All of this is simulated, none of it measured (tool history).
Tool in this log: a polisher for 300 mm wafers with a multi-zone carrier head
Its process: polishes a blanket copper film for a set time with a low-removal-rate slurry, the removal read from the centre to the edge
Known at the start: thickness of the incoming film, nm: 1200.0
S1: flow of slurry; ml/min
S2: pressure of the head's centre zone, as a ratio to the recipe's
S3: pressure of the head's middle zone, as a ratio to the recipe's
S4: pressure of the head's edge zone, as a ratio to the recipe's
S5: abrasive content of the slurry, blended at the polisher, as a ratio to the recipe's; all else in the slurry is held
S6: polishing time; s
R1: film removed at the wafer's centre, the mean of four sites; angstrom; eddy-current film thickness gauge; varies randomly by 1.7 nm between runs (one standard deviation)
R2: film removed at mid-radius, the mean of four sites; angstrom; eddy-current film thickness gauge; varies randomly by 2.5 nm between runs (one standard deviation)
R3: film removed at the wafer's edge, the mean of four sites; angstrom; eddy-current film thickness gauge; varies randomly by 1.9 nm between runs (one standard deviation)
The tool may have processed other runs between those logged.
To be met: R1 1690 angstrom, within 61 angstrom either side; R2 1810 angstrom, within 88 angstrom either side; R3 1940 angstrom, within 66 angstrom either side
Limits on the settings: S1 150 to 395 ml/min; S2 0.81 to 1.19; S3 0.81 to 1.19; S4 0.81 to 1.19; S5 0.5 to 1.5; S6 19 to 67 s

run  hour   S1    S2    S3    S4    S5  S6      R1      R2      R3
  1     0  250     1     1     1     1  43  1458.6  1511.9    1439
  2   8.8  250     1     1     1     1  38  1260.6    1284  1295.8
  3  14.4  250  1.07     1     1     1  38  1349.7    1306  1274.5
  4  21.2  255  1.05     1  1.03   1.1  40  1408.7  1423.5  1393.6
  5  28.6  255  0.99     1  1.03   1.1  40  1365.7  1414.2    1404
  6  33.7  255  0.93     1  1.03   1.1  40  1290.8  1377.2  1395.4
  7  40.8  255  0.93  0.99  1.05  1.15  41  1292.4  1459.7  1482.5
  8  44.6  265  0.96  0.97  1.07   1.2  42    1409  1468.1  1542.7

Exercise: of the 5 proposed moves below, exactly one satisfies all targets within the stated allowed misses. Which move is it?
  A  48.4  215  0.86  1.07  1.05   1.3  51   ?   ?   ?
  B  48.4  220  1.02     1  0.98   1.5  47   ?   ?   ?
  C  48.4  175   0.9  0.93  1.04   1.3  50   ?   ?   ?
  D  48.4  290  0.93     1  1.07  1.15  48   ?   ?   ?
  E  48.4  245  0.92  0.94  1.08  1.35  52   ?   ?   ?

move      R1      R2      R3
   A  1521.3  1903.8  1877.3
   B    1719  1709.2    1733
   C  1519.2  1619.1  1804.1
   D    1561  1698.9  1778.9
   E  1697.1  1776.7  1977.1
A: brings the last run's worst result on target, with another outside its allowed miss
B: better than the last run, though not everything is in spec
C: better than the last run, though not everything is in spec
D: better than the last run, though not everything is in spec
E: in spec on every target
E is the move that brings every result within its allowed miss.
